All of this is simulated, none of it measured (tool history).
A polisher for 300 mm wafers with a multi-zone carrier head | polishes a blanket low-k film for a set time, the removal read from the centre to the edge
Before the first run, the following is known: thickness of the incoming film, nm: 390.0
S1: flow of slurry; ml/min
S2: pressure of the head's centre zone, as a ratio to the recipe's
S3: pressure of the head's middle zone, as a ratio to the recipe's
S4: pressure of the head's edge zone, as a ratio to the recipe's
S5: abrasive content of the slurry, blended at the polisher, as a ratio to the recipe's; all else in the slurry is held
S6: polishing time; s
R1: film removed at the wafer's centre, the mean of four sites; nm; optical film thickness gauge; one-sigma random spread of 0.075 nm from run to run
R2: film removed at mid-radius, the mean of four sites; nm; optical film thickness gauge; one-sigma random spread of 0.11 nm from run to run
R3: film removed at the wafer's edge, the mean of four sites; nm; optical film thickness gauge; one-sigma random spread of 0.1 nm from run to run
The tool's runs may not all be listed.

| run | hour | S1 | S2 | S3 | S4 | S5 | S6 | R1 | R2 | R3 |
|---|---|---|---|---|---|---|---|---|---|---|
| 1 | 0.0 | 260 | 1.00 | 1.00 | 1.00 | 1.0 | 35 | 13.600 | 13.507 | 13.974 |
| 2 | 7.8 | 195 | 1.00 | 1.00 | 1.00 | 1.0 | 35 | 13.122 | 12.946 | 13.477 |
| 3 | 12.2 | 195 | 1.00 | 1.00 | 1.00 | 1.0 | 27 | 10.125 | 10.155 | 10.258 |
| 4 | 16.6 | 220 | 1.02 | 1.01 | 1.01 | 1.0 | 27 | 10.489 | 10.594 | 10.479 |
| 5 | 19.5 | 245 | 1.03 | 1.01 | 1.02 | 1.0 | 27 | 10.849 | 10.491 | 10.769 |
| 6 | 27.9 | 305 | 1.03 | 1.01 | 1.02 | 1.0 | 27 | 11.006 | 10.693 | 10.724 |
| 7 | 29.8 | 310 | 1.04 | 1.03 | 1.03 | 1.0 | 27 | 11.229 | 11.261 | 10.904 |

Run 8, settings as shown, results not yet in. Your forecast:
| 8 | 32.8 | 375 | 1.09 | 1.03 | 1.07 | 1.0 | 27 | ? | ? | ? |

{"run 8": {"R1": 11.735, "R2": 11.4, "R3": 11.247}}

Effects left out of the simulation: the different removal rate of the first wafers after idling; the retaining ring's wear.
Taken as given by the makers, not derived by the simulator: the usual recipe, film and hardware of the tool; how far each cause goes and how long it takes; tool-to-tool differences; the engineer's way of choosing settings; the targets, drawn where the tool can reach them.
